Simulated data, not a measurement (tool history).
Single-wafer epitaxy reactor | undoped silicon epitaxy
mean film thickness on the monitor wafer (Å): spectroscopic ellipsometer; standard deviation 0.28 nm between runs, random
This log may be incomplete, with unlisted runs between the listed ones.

run,hour,wafer temperature setpoint (pyrometer-controlled) (K),deposition time (s),mean film thickness on the monitor wafer (Å)
1,0,908.15,537,616.39
2,2.3,899.15,537,511.25
3,4.2,899.15,477,452.85
4,7.2,893.15,477,404.61
5,15.7,893.15,549,462.31
6,19.9,897.15,549,498.03
7,25.7,900.15,549,535.72
8,30.2,903.15,549,562.97
9,38.8,913.15,550,693.47

Run 10, settings as shown, results not yet in. Your forecast:
10,44.3,913.15,550,?

{"run 10": {"mean film thickness on the monitor wafer (Å)": 695.8}}

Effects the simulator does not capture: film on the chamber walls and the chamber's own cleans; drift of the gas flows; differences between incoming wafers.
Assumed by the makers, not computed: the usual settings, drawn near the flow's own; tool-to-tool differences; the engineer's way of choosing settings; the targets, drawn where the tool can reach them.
